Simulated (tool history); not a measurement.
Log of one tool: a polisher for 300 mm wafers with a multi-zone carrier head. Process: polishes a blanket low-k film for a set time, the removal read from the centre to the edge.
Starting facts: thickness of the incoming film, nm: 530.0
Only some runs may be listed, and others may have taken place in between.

run  hour  flow of slurry (ml/min)  pressure of the head's centre zone  pressure of the head's middle zone  pressure of the head's edge zone  abrasive content of the slurry  polishing time (s)  film removed at the wafer's centre (angstrom)  film removed at mid-radius (angstrom)  film removed at the wafer's edge (angstrom)
  1   0.0                      260                                1.00                                1.00                              1.00                            1.00                  60                                         246.34                                 257.66                                       252.78
  2   8.6                      260                                1.00                                1.04                              1.00                            1.00                  60                                         247.94                                 272.23                                       255.73
  3  14.7                      260                                1.00                                1.04                              1.00                            1.15                  60                                         265.60                                 291.84                                       270.51
  4  20.5                      265                                1.01                                1.06                              1.03                            1.15                  60                                         270.87                                 291.40                                       285.95
  5  27.7                      270                                1.01                                1.09                              1.02                            1.20                  60                                         281.21                                 307.51                                       288.95
  6  30.7                      270                                1.01                                1.16                              1.02                            1.20                  60                                         277.31                                 324.65                                       282.89
  7  36.2                      275                                1.01                                1.17                              1.02                            1.25                  60                                         284.80                                 329.48                                       293.07
  8  44.3                      275                                1.01                                1.17                              1.02                            1.30                  60                                         289.88                                 342.95                                       299.11
  9  48.3                      280                                1.01                                1.17                              1.02                            1.30                  60                                         293.34                                 339.81                                       298.71
 10  51.0                      285                                1.00                                1.18                              1.03                            1.35                  60                                         288.80                                 353.11                                       296.32
 11  51.7                      280                                1.01                                1.18                              1.04                            1.35                  60                                         297.44                                 342.05                                       301.33
 12  60.6                      280                                1.01                                1.18                              1.04                            1.35                  60                                         288.58                                 343.34                                       293.00

For run 13, what comes out?
 13  61.4                      280                                1.00                                1.17                              1.03                            1.35                  61                                              ?                                      ?                                            ?

{"run 13": {"film removed at the wafer's centre (angstrom)": 291.55, "film removed at mid-radius (angstrom)": 351.38, "film removed at the wafer's edge (angstrom)": 307.9}}

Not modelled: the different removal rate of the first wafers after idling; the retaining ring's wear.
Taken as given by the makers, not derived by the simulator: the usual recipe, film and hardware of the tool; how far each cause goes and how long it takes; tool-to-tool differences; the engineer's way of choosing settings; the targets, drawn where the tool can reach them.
